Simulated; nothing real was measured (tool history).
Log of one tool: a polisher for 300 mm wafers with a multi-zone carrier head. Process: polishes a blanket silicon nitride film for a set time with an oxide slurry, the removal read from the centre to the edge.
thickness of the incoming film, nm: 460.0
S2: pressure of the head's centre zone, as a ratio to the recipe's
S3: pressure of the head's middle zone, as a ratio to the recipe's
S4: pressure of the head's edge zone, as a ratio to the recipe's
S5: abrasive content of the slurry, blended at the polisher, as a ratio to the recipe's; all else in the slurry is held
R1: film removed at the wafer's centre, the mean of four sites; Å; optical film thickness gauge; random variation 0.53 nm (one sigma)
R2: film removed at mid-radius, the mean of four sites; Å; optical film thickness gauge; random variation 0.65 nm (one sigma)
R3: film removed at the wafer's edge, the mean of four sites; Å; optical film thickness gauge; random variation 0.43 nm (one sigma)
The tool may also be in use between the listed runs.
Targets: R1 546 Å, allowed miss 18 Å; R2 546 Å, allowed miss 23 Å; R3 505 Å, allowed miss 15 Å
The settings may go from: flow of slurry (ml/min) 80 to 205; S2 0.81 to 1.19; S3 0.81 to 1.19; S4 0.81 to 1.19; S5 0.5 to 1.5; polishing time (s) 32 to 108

run 1 day=0 | flow_of_slurry_(ml/min)=135 S2=1 S3=1 S4=1 S5=1 polishing_time_(s)=70 | R1=620.77 R2=589.45 R3=609.23
run 2 day=0.129 | flow_of_slurry_(ml/min)=130 S2=1 S3=1.01 S4=0.97 S5=1 polishing_time_(s)=70 | R1=603.14 R2=584.85 R3=600.65
run 3 day=0.358 | flow_of_slurry_(ml/min)=130 S2=1.01 S3=1.02 S4=0.95 S5=0.95 polishing_time_(s)=70 | R1=594.21 R2=577.12 R3=572.02
run 4 day=0.642 | flow_of_slurry_(ml/min)=125 S2=1.01 S3=1.02 S4=0.93 S5=0.95 polishing_time_(s)=70 | R1=583.54 R2=579.31 R3=570.7
run 5 day=0.95 | flow_of_slurry_(ml/min)=125 S2=1.01 S3=1.02 S4=0.93 S5=0.95 polishing_time_(s)=78 | R1=661.71 R2=652.64 R3=635.33
run 6 day=1.142 | flow_of_slurry_(ml/min)=125 S2=1.01 S3=1.02 S4=0.92 S5=0.9 polishing_time_(s)=78 | R1=649.66 R2=635.31 R3=610.48
run 7 day=1.492 | flow_of_slurry_(ml/min)=125 S2=1.01 S3=1.02 S4=0.92 S5=0.9 polishing_time_(s)=78 | R1=638.5 R2=636.39 R3=621.65
run 8 day=1.775 | flow_of_slurry_(ml/min)=125 S2=1.02 S3=1.02 S4=0.91 S5=0.85 polishing_time_(s)=78 | R1=638.91 R2=618.78 R3=609.49
run 9 day=1.954 | flow_of_slurry_(ml/min)=125 S2=1.02 S3=1.03 S4=0.89 S5=0.8 polishing_time_(s)=78 | R1=616.38 R2=600.57 R3=572.52

4 next moves are on the table. One of them brings every result within its allowed miss. Which?
run A day=2.133 | flow_of_slurry_(ml/min)=100 S2=0.97 S3=0.97 S4=0.91 S5=0.7 polishing_time_(s)=75 | R1=? R2=? R3=?
run B day=2.133 | flow_of_slurry_(ml/min)=125 S2=1.01 S3=1.06 S4=0.86 S5=0.8 polishing_time_(s)=70 | R1=? R2=? R3=?
run C day=2.133 | flow_of_slurry_(ml/min)=115 S2=0.95 S3=1.07 S4=0.88 S5=0.85 polishing_time_(s)=68 | R1=? R2=? R3=?
run D day=2.133 | flow_of_slurry_(ml/min)=165 S2=1.02 S3=0.97 S4=0.92 S5=0.85 polishing_time_(s)=64 | R1=? R2=? R3=?

move=A R1=498.87 R2=499.43 R3=505.92
move=B R1=544.42 R2=557.44 R3=506.04
move=C R1=500.86 R2=551.06 R3=503.51
move=D R1=545.76 R2=512.38 R3=506.61
A: brings the result that was furthest off to its target, and leaves another outside
B: meets every target
C: brings the result that was furthest off to its target, and leaves another outside
D: brings the result that was furthest off to its target, and leaves another outside
Answer: B

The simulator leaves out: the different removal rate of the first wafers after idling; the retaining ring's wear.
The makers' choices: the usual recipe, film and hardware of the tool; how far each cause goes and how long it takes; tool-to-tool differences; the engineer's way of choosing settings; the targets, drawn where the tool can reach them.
